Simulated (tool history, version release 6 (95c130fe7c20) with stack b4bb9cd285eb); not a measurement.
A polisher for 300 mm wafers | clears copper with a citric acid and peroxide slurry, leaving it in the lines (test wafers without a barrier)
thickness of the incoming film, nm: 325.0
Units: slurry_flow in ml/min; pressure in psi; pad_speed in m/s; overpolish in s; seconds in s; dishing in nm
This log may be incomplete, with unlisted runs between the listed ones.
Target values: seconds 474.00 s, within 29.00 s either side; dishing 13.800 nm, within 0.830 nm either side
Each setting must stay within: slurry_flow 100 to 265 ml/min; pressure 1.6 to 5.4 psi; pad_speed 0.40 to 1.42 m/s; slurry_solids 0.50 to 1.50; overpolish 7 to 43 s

| run | hour | slurry_flow | pressure | pad_speed | slurry_solids | overpolish | seconds | dishing |
|---|---|---|---|---|---|---|---|---|
| 1 | 0.0 | 170 | 3.5 | 0.90 | 1.00 | 22 | 185.55 | 29.350 |
| 2 | 7.6 | 170 | 3.2 | 0.84 | 1.00 | 22 | 211.41 | 24.941 |
| 3 | 8.8 | 210 | 3.2 | 0.84 | 1.00 | 22 | 202.21 | 26.075 |
| 4 | 13.7 | 235 | 3.2 | 0.84 | 1.00 | 22 | 203.30 | 26.198 |
| 5 | 17.8 | 235 | 3.0 | 0.78 | 1.00 | 23 | 228.87 | 24.105 |
| 6 | 25.0 | 235 | 3.0 | 0.92 | 1.00 | 23 | 192.93 | 27.893 |
| 7 | 27.4 | 235 | 2.8 | 0.86 | 1.00 | 24 | 223.25 | 26.364 |
| 8 | 36.2 | 235 | 2.8 | 0.86 | 1.00 | 24 | 224.45 | 25.440 |
| 9 | 37.0 | 235 | 2.6 | 0.82 | 1.00 | 24 | 250.50 | 22.589 |
| 10 | 41.9 | 235 | 2.4 | 0.78 | 1.00 | 25 | 285.48 | 22.056 |
| 11 | 50.4 | 235 | 2.3 | 0.76 | 1.00 | 25 | 306.46 | 19.589 |
| 12 | 53.0 | 230 | 2.2 | 0.74 | 1.00 | 25 | 313.77 | 19.035 |
| 13 | 58.1 | 230 | 2.1 | 0.72 | 1.00 | 25 | 341.95 | 17.406 |
| 14 | 61.7 | 215 | 1.6 | 0.56 | 1.00 | 27 | 571.40 | 12.083 |
| 15 | 63.9 | 220 | 1.6 | 0.56 | 1.00 | 27 | 575.71 | 12.155 |
| 16 | 72.3 | 225 | 1.7 | 0.56 | 1.00 | 27 | 537.60 | 12.412 |

Next run, 4 choices. One meets every target within its allowed miss, the rest don't. Which?
| A | 80.7 | 245 | 1.6 | 0.60 | 1.05 | 25 | ? | ? |
| B | 80.7 | 200 | 1.6 | 0.68 | 1.10 | 26 | ? | ? |
| C | 80.7 | 215 | 1.6 | 0.60 | 0.80 | 37 | ? | ? |
| D | 80.7 | 215 | 1.6 | 0.48 | 1.00 | 38 | ? | ? |

| move | seconds | dishing |
|---|---|---|
| A | 528.77 | 11.589 |
| B | 476.07 | 13.261 |
| C | 579.64 | 15.334 |
| D | 666.45 | 13.825 |
A: further off than the last run
B: all results land within tolerance of their targets
C: further off than the last run
D: further off than the last run
B is the move that brings every result within its allowed miss.
